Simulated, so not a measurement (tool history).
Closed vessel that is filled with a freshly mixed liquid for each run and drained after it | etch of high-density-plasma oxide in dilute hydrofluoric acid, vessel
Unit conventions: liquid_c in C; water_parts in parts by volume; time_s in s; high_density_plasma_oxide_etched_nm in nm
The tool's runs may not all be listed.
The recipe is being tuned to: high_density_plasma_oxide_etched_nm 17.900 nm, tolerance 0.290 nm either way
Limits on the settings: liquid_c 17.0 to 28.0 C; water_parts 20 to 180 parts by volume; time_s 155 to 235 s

| run | hour | liquid_c | water_parts | time_s | high_density_plasma_oxide_etched_nm |
|---|---|---|---|---|---|
| 1 | 0.0 | 20.0 | 100 | 235 | 15.822 |
| 2 | 7.9 | 20.5 | 100 | 235 | 16.294 |
| 3 | 14.4 | 21.0 | 100 | 235 | 16.566 |
| 4 | 20.4 | 21.5 | 100 | 235 | 16.941 |
| 5 | 29.1 | 19.5 | 100 | 235 | 15.552 |
| 6 | 37.9 | 20.0 | 100 | 235 | 15.908 |
| 7 | 41.5 | 20.5 | 100 | 235 | 16.330 |
| 8 | 48.4 | 21.0 | 100 | 235 | 16.670 |
| 9 | 56.0 | 22.0 | 100 | 235 | 17.240 |

4 next moves are on the table. One of them brings every result within its allowed miss. Which?
| A | 63.6 | 22.0 | 95 | 220 | ? |
| B | 63.6 | 22.5 | 90 | 220 | ? |
| C | 63.6 | 20.5 | 85 | 225 | ? |
| D | 63.6 | 22.5 | 95 | 225 | ? |

| move | high_density_plasma_oxide_etched_nm |
|---|---|
| A | 17.132 |
| B | 18.564 |
| C | 18.634 |
| D | 17.879 |
A: moves away from the targets compared with the last run
B: takes the result that was furthest off past its target
C: takes the result that was furthest off past its target
D: meets every target
Correct choice: D, which meets every target

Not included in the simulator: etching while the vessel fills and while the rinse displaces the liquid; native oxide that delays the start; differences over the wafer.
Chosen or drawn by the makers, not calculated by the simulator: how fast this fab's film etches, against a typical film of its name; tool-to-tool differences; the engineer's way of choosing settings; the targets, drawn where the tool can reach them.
